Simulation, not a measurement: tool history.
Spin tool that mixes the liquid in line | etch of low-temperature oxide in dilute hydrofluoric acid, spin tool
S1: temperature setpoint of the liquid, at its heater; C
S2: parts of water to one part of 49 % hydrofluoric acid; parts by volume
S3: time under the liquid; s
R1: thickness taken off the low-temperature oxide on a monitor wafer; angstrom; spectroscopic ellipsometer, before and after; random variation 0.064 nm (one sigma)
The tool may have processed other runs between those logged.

Run 1, hour 0: S1 23 C, S2 190 parts by volume, S3 200 s. Result: R1 109.47 angstrom.
Run 2, hour 4.8: S1 21.5 C, S2 190 parts by volume, S3 200 s. Result: R1 104.33 angstrom.
Run 3, hour 11.5: S1 21.5 C, S2 255 parts by volume, S3 200 s. Result: R1 73.625 angstrom.
Run 4, hour 13.9: S1 21.5 C, S2 195 parts by volume, S3 200 s. Result: R1 102.28 angstrom.
Run 5, hour 20.3: S1 24.5 C, S2 195 parts by volume, S3 200 s. Result: R1 113.52 angstrom.
Run 6, hour 28.3: S1 22.5 C, S2 210 parts by volume, S3 200 s. Result: R1 95.315 angstrom.
Run 7, hour 35.3: S1 21 C, S2 220 parts by volume, S3 200 s. Result: R1 84.966 angstrom.
Run 8, hour 43.2: S1 20 C, S2 225 parts by volume, S3 200 s. Result: R1 80.219 angstrom.
Run 9, hour 49.6: S1 19 C, S2 230 parts by volume, S3 200 s. Result: R1 75.068 angstrom.
Run 10, hour 54.2: S1 19 C, S2 230 parts by volume, S3 200 s. Result: R1 74.935 angstrom.

What will run 11 give?
Run 11, hour 58: S1 18.5 C, S2 230 parts by volume, S3 200 s. Result: R1 ?.

R1: 72.432 angstrom
